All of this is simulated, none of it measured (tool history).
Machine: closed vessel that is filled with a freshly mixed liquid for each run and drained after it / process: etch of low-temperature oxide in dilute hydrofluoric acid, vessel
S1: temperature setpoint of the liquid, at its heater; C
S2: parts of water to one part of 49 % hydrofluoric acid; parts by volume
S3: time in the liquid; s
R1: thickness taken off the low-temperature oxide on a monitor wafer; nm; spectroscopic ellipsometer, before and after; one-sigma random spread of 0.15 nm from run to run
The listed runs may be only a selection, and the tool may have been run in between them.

| run | hour | S1 | S2 | S3 | R1 |
|---|---|---|---|---|---|
| 1 | 0.0 | 21.0 | 155 | 105 | 10.8360 |
| 2 | 4.9 | 22.0 | 155 | 105 | 11.4360 |
| 3 | 12.4 | 23.0 | 155 | 105 | 11.8090 |
| 4 | 16.2 | 23.0 | 155 | 105 | 12.0010 |
| 5 | 23.8 | 23.0 | 155 | 80 | 8.9936 |
| 6 | 32.3 | 23.5 | 145 | 80 | 10.0320 |

Run 7 comes next. What will it give?
| 7 | 36.0 | 23.5 | 145 | 80 | ? |

{"run 7": {"R1": 9.9299}}
